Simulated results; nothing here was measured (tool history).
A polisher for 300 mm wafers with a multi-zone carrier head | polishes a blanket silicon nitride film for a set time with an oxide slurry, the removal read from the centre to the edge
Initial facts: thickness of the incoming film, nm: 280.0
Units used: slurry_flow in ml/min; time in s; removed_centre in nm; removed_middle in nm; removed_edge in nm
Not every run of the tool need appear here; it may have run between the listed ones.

| run | hour | slurry_flow | centre_zone | middle_zone | edge_zone | slurry_solids | time | removed_centre | removed_middle | removed_edge |
|---|---|---|---|---|---|---|---|---|---|---|
| 1 | 0 | 230 | 1 | 1 | 1 | 1 | 36 | 20.377 | 20.924 | 20.785 |
| 2 | 3.8 | 230 | 1 | 1 | 1 | 0.9 | 36 | 19.578 | 19.221 | 19.589 |
| 3 | 10.8 | 200 | 1 | 1 | 1 | 0.9 | 36 | 19.264 | 19.361 | 19.71 |
| 4 | 13.9 | 200 | 1 | 1 | 1 | 1 | 36 | 20.079 | 19.757 | 20.411 |
| 5 | 16.9 | 170 | 1 | 1 | 1 | 1 | 36 | 19.763 | 19.557 | 19.698 |
| 6 | 22.5 | 195 | 1.04 | 1.03 | 1.03 | 1.1 | 36 | 21.687 | 21.539 | 21.862 |
| 7 | 29.2 | 260 | 1.14 | 1.13 | 1.02 | 1.35 | 37 | 28.102 | 27.634 | 24.786 |

Predict the results of run 8:
| 8 | 33.5 | 265 | 1.14 | 1.13 | 1.05 | 1.4 | 37 | ? | ? | ? |

Run 8 produced removed_centre 28.591 nm, removed_middle 27.203 nm, removed_edge 25.613 nm.
